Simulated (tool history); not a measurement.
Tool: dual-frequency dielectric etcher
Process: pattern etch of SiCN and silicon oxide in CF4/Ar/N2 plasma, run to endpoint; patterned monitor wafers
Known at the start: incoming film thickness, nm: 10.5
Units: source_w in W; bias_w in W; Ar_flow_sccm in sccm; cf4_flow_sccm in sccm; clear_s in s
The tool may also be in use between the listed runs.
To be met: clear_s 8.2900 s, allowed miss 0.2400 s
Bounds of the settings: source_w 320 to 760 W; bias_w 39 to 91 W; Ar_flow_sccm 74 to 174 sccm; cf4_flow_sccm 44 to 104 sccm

{"run": 1, "day": 0.0, "source_w": 540, "bias_w": 65, "Ar_flow_sccm": 124, "cf4_flow_sccm": 74, "clear_s": 10.461}
{"run": 2, "day": 0.154, "source_w": 540, "bias_w": 65, "Ar_flow_sccm": 124, "cf4_flow_sccm": 67, "clear_s": 10.748}
{"run": 3, "day": 0.333, "source_w": 460, "bias_w": 65, "Ar_flow_sccm": 124, "cf4_flow_sccm": 67, "clear_s": 12.158}
{"run": 4, "day": 0.375, "source_w": 460, "bias_w": 65, "Ar_flow_sccm": 124, "cf4_flow_sccm": 79, "clear_s": 12.083}
{"run": 5, "day": 0.6, "source_w": 460, "bias_w": 65, "Ar_flow_sccm": 134, "cf4_flow_sccm": 79, "clear_s": 12.076}
{"run": 6, "day": 0.788, "source_w": 520, "bias_w": 66, "Ar_flow_sccm": 134, "cf4_flow_sccm": 79, "clear_s": 10.897}
{"run": 7, "day": 0.871, "source_w": 560, "bias_w": 67, "Ar_flow_sccm": 134, "cf4_flow_sccm": 79, "clear_s": 10.055}
{"run": 8, "day": 1.071, "source_w": 590, "bias_w": 67, "Ar_flow_sccm": 134, "cf4_flow_sccm": 79, "clear_s": 9.6022}
{"run": 9, "day": 1.433, "source_w": 610, "bias_w": 67, "Ar_flow_sccm": 134, "cf4_flow_sccm": 79, "clear_s": 9.442}
{"run": 10, "day": 1.583, "source_w": 630, "bias_w": 67, "Ar_flow_sccm": 134, "cf4_flow_sccm": 79, "clear_s": 9.0699}
{"run": 11, "day": 1.938, "source_w": 640, "bias_w": 67, "Ar_flow_sccm": 134, "cf4_flow_sccm": 79, "clear_s": 9.0431}
{"run": 12, "day": 2.262, "source_w": 650, "bias_w": 67, "Ar_flow_sccm": 134, "cf4_flow_sccm": 79, "clear_s": 8.8316}
{"run": 13, "day": 2.383, "source_w": 660, "bias_w": 67, "Ar_flow_sccm": 134, "cf4_flow_sccm": 79, "clear_s": 8.7327}
{"run": 14, "day": 2.625, "source_w": 670, "bias_w": 67, "Ar_flow_sccm": 134, "cf4_flow_sccm": 79, "clear_s": 8.6149}

4 next moves are on the table. One of them brings every result within its allowed miss. Which?
{"run": "A", "day": 2.867, "source_w": 660, "bias_w": 60, "Ar_flow_sccm": 145, "cf4_flow_sccm": 79, "clear_s": "?"}
{"run": "B", "day": 2.867, "source_w": 690, "bias_w": 71, "Ar_flow_sccm": 126, "cf4_flow_sccm": 73, "clear_s": "?"}
{"run": "C", "day": 2.867, "source_w": 630, "bias_w": 69, "Ar_flow_sccm": 130, "cf4_flow_sccm": 63, "clear_s": "?"}
{"run": "D", "day": 2.867, "source_w": 640, "bias_w": 63, "Ar_flow_sccm": 128, "cf4_flow_sccm": 88, "clear_s": "?"}

move=A clear_s=9.2744
move=B clear_s=8.2441
move=C clear_s=9.2997
move=D clear_s=8.9818
A: further off than the last run
B: meets every target
C: further off than the last run
D: further off than the last run
Move B is the one to make.
